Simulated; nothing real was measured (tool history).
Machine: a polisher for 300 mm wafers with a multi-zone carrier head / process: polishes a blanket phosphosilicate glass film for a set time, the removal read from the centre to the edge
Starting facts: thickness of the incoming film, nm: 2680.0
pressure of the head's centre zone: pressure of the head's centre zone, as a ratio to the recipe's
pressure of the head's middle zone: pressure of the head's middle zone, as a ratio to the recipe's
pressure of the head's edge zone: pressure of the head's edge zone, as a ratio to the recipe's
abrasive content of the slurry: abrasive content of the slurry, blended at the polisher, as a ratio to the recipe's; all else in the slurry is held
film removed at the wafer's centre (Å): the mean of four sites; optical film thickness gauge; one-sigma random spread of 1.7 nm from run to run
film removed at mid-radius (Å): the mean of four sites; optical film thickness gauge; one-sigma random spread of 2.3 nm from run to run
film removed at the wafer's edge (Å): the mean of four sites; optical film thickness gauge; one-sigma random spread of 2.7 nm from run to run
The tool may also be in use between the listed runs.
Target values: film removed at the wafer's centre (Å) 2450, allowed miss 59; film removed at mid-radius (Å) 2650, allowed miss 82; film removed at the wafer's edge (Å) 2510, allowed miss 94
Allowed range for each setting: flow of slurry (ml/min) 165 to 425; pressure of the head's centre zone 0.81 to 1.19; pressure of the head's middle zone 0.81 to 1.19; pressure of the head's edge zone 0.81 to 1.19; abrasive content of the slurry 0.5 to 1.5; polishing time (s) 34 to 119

run  hour  flow of slurry (ml/min)  pressure of the head's centre zone  pressure of the head's middle zone  pressure of the head's edge zone  abrasive content of the slurry  polishing time (s)  film removed at the wafer's centre (Å)  film removed at mid-radius (Å)  film removed at the wafer's edge (Å)
  1     0                      275                                   1                                   1                                 1                               1                  76                                    4387                          4437.3                                4339.4
  2   1.1                      335                                   1                                   1                                 1                               1                  76                                  4401.7                          4520.4                                4382.2
  3   6.4                      335                                   1                                   1                                 1                               1                  62                                  3597.8                          3621.1                                3653.8
  4  12.2                      330                                0.97                                0.99                              0.95                            0.85                  61                                  3174.6                          3315.6                                3281.4
  5  18.8                      330                                0.97                                0.99                              0.95                            0.85                  46                                  2428.1                          2497.9                                2434.3
  6  23.3                      340                                0.97                                   1                              0.95                            0.85                  46                                  2426.4                          2507.2                                  2471
  7    28                      345                                0.97                                1.02                              0.95                            0.85                  46                                    2404                          2604.8                                2470.1
  8    36                      350                                0.97                                1.02                              0.95                            0.85                  46                                    2400                          2525.3                                2448.6

Which one of the following 4 next-run settings gets every result inside its allowed miss? There is exactly one.
  A    44                      320                                0.93                                1.12                              0.86                            0.95                  45                                       ?                               ?                                     ?
  B    44                      320                                0.98                                1.06                              0.98                            0.95                  44                                       ?                               ?                                     ?
  C    44                      415                                0.98                                0.94                              1.04                             0.8                  46                                       ?                               ?                                     ?
  D    44                      360                                0.99                                1.08                              0.86                            0.65                  51                                       ?                               ?                                     ?

move  film removed at the wafer's centre (Å)  film removed at mid-radius (Å)  film removed at the wafer's edge (Å)
   A                                  2375.7                          2783.4                                2448.1
   B                                    2448                          2612.9                                2507.7
   C                                  2400.3                          2348.4                                2505.1
   D                                  2394.3                          2562.1                                2312.2
A: the result that was furthest off in the last run now lies on the other side of its target
B: hits every target within its allowed miss
C: further off than the last run
D: further off than the last run
The right move is B.

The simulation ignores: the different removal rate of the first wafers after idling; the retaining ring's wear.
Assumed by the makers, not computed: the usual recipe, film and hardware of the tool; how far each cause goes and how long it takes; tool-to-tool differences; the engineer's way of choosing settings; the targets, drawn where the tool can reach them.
